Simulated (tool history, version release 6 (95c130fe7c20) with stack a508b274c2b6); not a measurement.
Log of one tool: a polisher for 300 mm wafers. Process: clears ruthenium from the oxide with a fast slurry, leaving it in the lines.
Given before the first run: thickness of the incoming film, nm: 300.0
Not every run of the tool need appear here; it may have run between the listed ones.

run	hour	flow of slurry (ml/min)	pressure of the wafer on the pad (psi)	speed of the pad under the wafer (m/s)	abrasive content of the slurry	overpolish time after the end point (s)	time until the end point was called (s)	dishing of a wide line in a test structure (Å)
1	0.0	140	3.1	1.00	1.00	21	66.211	558.71
2	4.0	140	3.1	0.78	1.00	21	88.045	472.20
3	10.6	140	3.1	0.78	1.00	28	85.742	602.59
4	17.7	140	3.1	0.78	0.90	28	87.956	565.98
5	22.2	140	2.9	0.78	0.80	23	98.287	440.12
6	25.5	140	2.7	0.78	0.75	19	111.290	347.01
7	29.6	140	2.6	0.78	0.70	16	119.160	283.24
8	30.6	140	2.6	0.78	0.65	14	122.310	249.73
9	31.5	140	2.6	0.78	0.65	13	119.960	234.84
10	35.1	140	2.2	0.76	0.65	8	144.390	122.55
11	40.0	140	2.3	0.76	0.65	9	142.490	148.20
12	41.3	140	2.4	0.76	0.60	10	143.860	163.49

Run 13 comes next. What will it give?
13	43.7	140	2.5	0.76	0.60	10	?	?

{"run 13": {"time until the end point was called (s)": 138.46, "dishing of a wide line in a test structure (Å)": 162.54}}
